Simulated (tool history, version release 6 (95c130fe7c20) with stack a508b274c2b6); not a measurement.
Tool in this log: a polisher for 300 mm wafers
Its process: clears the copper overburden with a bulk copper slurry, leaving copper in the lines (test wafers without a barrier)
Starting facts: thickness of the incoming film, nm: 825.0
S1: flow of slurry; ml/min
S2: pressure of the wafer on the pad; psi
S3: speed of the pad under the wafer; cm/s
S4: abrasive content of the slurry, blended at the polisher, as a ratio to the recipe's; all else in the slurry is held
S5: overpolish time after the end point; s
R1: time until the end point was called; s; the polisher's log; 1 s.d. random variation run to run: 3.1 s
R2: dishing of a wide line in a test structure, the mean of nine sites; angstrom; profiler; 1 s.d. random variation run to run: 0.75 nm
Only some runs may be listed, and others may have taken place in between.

{"run": 1, "hour": 0.0, "S1": 245, "S2": 2.4, "S3": 82, "S4": 1, "S5": 14, "R1": 169.64, "R2": 461.69}
{"run": 2, "hour": 2.4, "S1": 240, "S2": 2.1, "S3": 78, "S4": 1, "S5": 15, "R1": 199.59, "R2": 421.21}
{"run": 3, "hour": 11.2, "S1": 240, "S2": 1.9, "S3": 74, "S4": 1, "S5": 16, "R1": 225.15, "R2": 408.63}
{"run": 4, "hour": 18.0, "S1": 300, "S2": 1.9, "S3": 74, "S4": 1, "S5": 16, "R1": 221.59, "R2": 393.85}
{"run": 5, "hour": 22.5, "S1": 350, "S2": 1.9, "S3": 74, "S4": 1, "S5": 16, "R1": 215.45, "R2": 424.19}
{"run": 6, "hour": 24.7, "S1": 350, "S2": 1.9, "S3": 74, "S4": 1, "S5": 13, "R1": 213.58, "R2": 354.9}
{"run": 7, "hour": 28.1, "S1": 345, "S2": 1.7, "S3": 70, "S4": 1, "S5": 14, "R1": 249.54, "R2": 325.16}
{"run": 8, "hour": 36.7, "S1": 335, "S2": 1.6, "S3": 68, "S4": 1, "S5": 15, "R1": 266.6, "R2": 326.08}
{"run": 9, "hour": 43.6, "S1": 330, "S2": 1.5, "S3": 66, "S4": 1, "S5": 16, "R1": 291.02, "R2": 310.33}
{"run": 10, "hour": 48.3, "S1": 320, "S2": 1.4, "S3": 66, "S4": 1, "S5": 17, "R1": 301.02, "R2": 321.95}
{"run": 11, "hour": 55.7, "S1": 315, "S2": 1.3, "S3": 64, "S4": 1, "S5": 18, "R1": 332.13, "R2": 317.65}

Run 12, settings as shown, results not yet in. Your forecast:
{"run": 12, "hour": 61.7, "S1": 310, "S2": 1.3, "S3": 64, "S4": 1, "S5": 18, "R1": "?", "R2": "?"}

{"run 12": {"R1": 330.55, "R2": 323.05}}
